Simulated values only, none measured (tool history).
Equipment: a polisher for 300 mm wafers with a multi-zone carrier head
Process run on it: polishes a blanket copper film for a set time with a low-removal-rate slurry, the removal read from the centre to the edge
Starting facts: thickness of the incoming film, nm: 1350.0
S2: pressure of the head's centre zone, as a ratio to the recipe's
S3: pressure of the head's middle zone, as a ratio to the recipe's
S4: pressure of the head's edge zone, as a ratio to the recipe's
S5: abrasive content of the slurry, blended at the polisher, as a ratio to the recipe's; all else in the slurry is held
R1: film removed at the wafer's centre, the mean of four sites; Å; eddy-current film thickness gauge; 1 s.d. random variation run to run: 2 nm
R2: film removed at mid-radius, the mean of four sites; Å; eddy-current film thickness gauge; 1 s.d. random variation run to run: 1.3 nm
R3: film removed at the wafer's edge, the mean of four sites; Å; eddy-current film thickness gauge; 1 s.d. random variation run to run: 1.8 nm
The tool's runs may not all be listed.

Run 1, hour 0.0: flow of slurry (ml/min) 170, S2 1.00, S3 1.00, S4 1.00, S5 1.00, polishing time (s) 74. Result: R1 1326.7 Å, R2 1290.7 Å, R3 1313.7 Å.
Run 2, hour 0.6: flow of slurry (ml/min) 175, S2 0.96, S3 0.99, S4 1.06, S5 1.15, polishing time (s) 79. Result: R1 1423.5 Å, R2 1425.0 Å, R3 1499.7 Å.
Run 3, hour 1.8: flow of slurry (ml/min) 180, S2 0.92, S3 0.98, S4 1.10, S5 1.25, polishing time (s) 82. Result: R1 1432.5 Å, R2 1506.5 Å, R3 1673.4 Å.
Run 4, hour 3.9: flow of slurry (ml/min) 220, S2 0.92, S3 0.98, S4 1.10, S5 1.25, polishing time (s) 82. Result: R1 1504.0 Å, R2 1555.5 Å, R3 1698.2 Å.
Run 5, hour 12.9: flow of slurry (ml/min) 225, S2 0.91, S3 0.99, S4 1.13, S5 1.35, polishing time (s) 83. Result: R1 1520.9 Å, R2 1633.9 Å, R3 1779.5 Å.
Run 6, hour 20.2: flow of slurry (ml/min) 225, S2 0.91, S3 0.99, S4 1.13, S5 1.20, polishing time (s) 83. Result: R1 1493.6 Å, R2 1583.6 Å, R3 1693.2 Å.

For run 7, what comes out?
Run 7, hour 23.0: flow of slurry (ml/min) 225, S2 0.90, S3 0.99, S4 1.14, S5 1.30, polishing time (s) 84. Result: R1 ?, R2 ?, R3 ?.

R1: 1479.9 Å
R2: 1655.4 Å
R3: 1799.6 Å
